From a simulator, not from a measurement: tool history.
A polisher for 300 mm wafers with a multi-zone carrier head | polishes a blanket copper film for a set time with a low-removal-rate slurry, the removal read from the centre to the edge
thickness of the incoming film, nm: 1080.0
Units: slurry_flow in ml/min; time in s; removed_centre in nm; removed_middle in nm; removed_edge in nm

run 1 day=0.000 | slurry_flow=255 centre_zone=1.00 middle_zone=1.00 edge_zone=1.00 slurry_solids=1.00 time=61 | removed_centre=143.200 removed_middle=141.340 removed_edge=149.94
run 2 day=0.275 | slurry_flow=195 centre_zone=1.00 middle_zone=1.00 edge_zone=1.00 slurry_solids=1.00 time=61 | removed_centre=135.260 removed_middle=136.330 removed_edge=144.54
run 3 day=0.588 | slurry_flow=190 centre_zone=0.99 middle_zone=0.96 edge_zone=1.00 slurry_solids=0.90 time=57 | removed_centre=120.890 removed_middle=117.920 removed_edge=130.31
run 4 day=0.858 | slurry_flow=190 centre_zone=0.99 middle_zone=0.96 edge_zone=1.00 slurry_solids=0.90 time=68 | removed_centre=143.580 removed_middle=140.010 removed_edge=158.71
run 5 day=1.112 | slurry_flow=190 centre_zone=0.99 middle_zone=0.96 edge_zone=1.00 slurry_solids=0.80 time=68 | removed_centre=139.300 removed_middle=135.700 removed_edge=151.54
-- day=1.425 slurry nozzle cleaned
run 6 day=1.425 | slurry_flow=185 centre_zone=0.98 middle_zone=0.93 edge_zone=0.99 slurry_solids=0.75 time=64 | removed_centre=135.830 removed_middle=129.780 removed_edge=145.24
run 7 day=1.608 | slurry_flow=180 centre_zone=0.98 middle_zone=0.92 edge_zone=1.02 slurry_solids=0.75 time=58 | removed_centre=123.130 removed_middle=115.970 removed_edge=131.85
run 8 day=1.654 | slurry_flow=175 centre_zone=0.96 middle_zone=0.90 edge_zone=1.04 slurry_solids=0.75 time=53 | removed_centre=109.660 removed_middle=103.720 removed_edge=123.59

The next listed run, before its measurement:
run 9 day=1.921 | slurry_flow=175 centre_zone=0.95 middle_zone=0.89 edge_zone=1.04 slurry_solids=0.70 time=50 | removed_centre=? removed_middle=? removed_edge=?

removed_centre: 99.365 nm
removed_middle: 96.065 nm
removed_edge: 113.05 nm
